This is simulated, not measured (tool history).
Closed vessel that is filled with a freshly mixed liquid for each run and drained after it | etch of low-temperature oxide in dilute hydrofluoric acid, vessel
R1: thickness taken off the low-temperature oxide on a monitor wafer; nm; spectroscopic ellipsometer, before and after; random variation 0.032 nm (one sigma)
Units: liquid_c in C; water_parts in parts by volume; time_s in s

run 1 day=0 | liquid_c=21 water_parts=295 time_s=155 | R1=10.318
run 2 day=0.058 | liquid_c=20.5 water_parts=315 time_s=155 | R1=9.3869
run 3 day=0.258 | liquid_c=20 water_parts=330 time_s=155 | R1=8.5789
run 4 day=0.329 | liquid_c=18.5 water_parts=330 time_s=155 | R1=8.1766
run 5 day=0.571 | liquid_c=18.5 water_parts=340 time_s=155 | R1=7.8976
run 6 day=0.85 | liquid_c=18.5 water_parts=350 time_s=155 | R1=7.6624
run 7 day=1.183 | liquid_c=18.5 water_parts=360 time_s=155 | R1=7.392
run 8 day=1.279 | liquid_c=18.5 water_parts=370 time_s=155 | R1=7.0482
run 9 day=1.471 | liquid_c=18.5 water_parts=375 time_s=155 | R1=6.9395

Forecast run 10:
run 10 day=1.633 | liquid_c=18.5 water_parts=380 time_s=155 | R1=?

R1: 6.8629 nm
